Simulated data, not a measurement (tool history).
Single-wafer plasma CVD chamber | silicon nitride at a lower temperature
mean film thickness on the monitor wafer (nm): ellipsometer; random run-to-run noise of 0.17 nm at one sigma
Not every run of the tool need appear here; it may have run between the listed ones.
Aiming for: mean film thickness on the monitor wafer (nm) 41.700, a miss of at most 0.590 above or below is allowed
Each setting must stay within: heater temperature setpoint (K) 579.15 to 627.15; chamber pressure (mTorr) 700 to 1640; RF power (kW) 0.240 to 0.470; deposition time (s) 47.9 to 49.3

run,hour,heater temperature setpoint (K),chamber pressure (mTorr),RF power (kW),deposition time (s),mean film thickness on the monitor wafer (nm)
1,0.0,603.15,1170,0.355,47.9,55.560
2,6.3,603.15,1100,0.340,47.9,51.979
3,14.8,611.15,1100,0.340,47.9,52.461
4,18.4,611.15,1100,0.380,47.9,56.196
5,22.9,611.15,1040,0.365,47.9,53.200
6,28.7,611.15,1040,0.365,49.3,55.130
# hour 31.4: thermocouple changed; heater temperature recalibrated
7,31.4,611.15,990,0.355,49.2,52.748
8,35.1,611.15,950,0.345,49.2,50.702
9,40.6,611.15,910,0.340,49.2,49.053
10,47.4,611.15,880,0.335,49.2,47.957
11,52.4,611.15,850,0.330,49.2,46.667
12,55.6,611.15,700,0.290,49.1,37.521
13,59.9,611.15,730,0.290,49.1,39.179
14,61.1,611.15,750,0.290,49.1,39.580
15,64.2,611.15,760,0.290,49.1,40.167
16,70.2,611.15,770,0.290,49.1,40.267
17,75.7,611.15,780,0.290,49.1,40.555

Which of these 5 next moves meets every target?
A,81.2,614.15,720,0.325,49.3,?
B,81.2,601.15,730,0.285,49.0,?
C,81.2,622.15,960,0.240,48.9,?
D,81.2,618.15,820,0.260,49.3,?
E,81.2,627.15,870,0.250,49.3,?

move,mean film thickness on the monitor wafer (nm)
A,41.281
B,38.269
C,39.643
D,38.845
E,39.024
A: all results in spec
B: lands further from the targets than the last run did
C: lands further from the targets than the last run did
D: lands further from the targets than the last run did
E: lands further from the targets than the last run did
A meets every target.
